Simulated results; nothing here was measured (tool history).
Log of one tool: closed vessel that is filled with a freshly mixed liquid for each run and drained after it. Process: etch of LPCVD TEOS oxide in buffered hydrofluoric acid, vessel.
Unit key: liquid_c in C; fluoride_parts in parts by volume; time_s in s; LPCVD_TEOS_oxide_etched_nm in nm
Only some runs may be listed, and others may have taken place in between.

Run 1, hour 0.0: liquid_c 23.0 C, fluoride_parts 8.5 parts by volume, time_s 100 s. Result: LPCVD_TEOS_oxide_etched_nm 254.68 nm.
Run 2, hour 6.5: liquid_c 24.0 C, fluoride_parts 8.5 parts by volume, time_s 100 s. Result: LPCVD_TEOS_oxide_etched_nm 270.01 nm.
Run 3, hour 13.8: liquid_c 24.5 C, fluoride_parts 8.5 parts by volume, time_s 100 s. Result: LPCVD_TEOS_oxide_etched_nm 270.57 nm.
Run 4, hour 16.0: liquid_c 21.0 C, fluoride_parts 8.5 parts by volume, time_s 100 s. Result: LPCVD_TEOS_oxide_etched_nm 227.26 nm.
Run 5, hour 17.4: liquid_c 21.0 C, fluoride_parts 10.5 parts by volume, time_s 100 s. Result: LPCVD_TEOS_oxide_etched_nm 189.67 nm.
Run 6, hour 25.6: liquid_c 21.0 C, fluoride_parts 10.5 parts by volume, time_s 110 s. Result: LPCVD_TEOS_oxide_etched_nm 212.15 nm.
Run 7, hour 29.8: liquid_c 22.5 C, fluoride_parts 10.5 parts by volume, time_s 110 s. Result: LPCVD_TEOS_oxide_etched_nm 227.45 nm.
Run 8, hour 38.4: liquid_c 22.5 C, fluoride_parts 10.5 parts by volume, time_s 110 s. Result: LPCVD_TEOS_oxide_etched_nm 231.56 nm.
Run 9, hour 45.2: liquid_c 24.0 C, fluoride_parts 10.5 parts by volume, time_s 110 s. Result: LPCVD_TEOS_oxide_etched_nm 244.55 nm.

What does the tool deliver on the next run?
Run 10, hour 54.1: liquid_c 28.0 C, fluoride_parts 10.0 parts by volume, time_s 110 s. Result: LPCVD_TEOS_oxide_etched_nm ?.

{"run 10": {"LPCVD_TEOS_oxide_etched_nm": 321.22}}
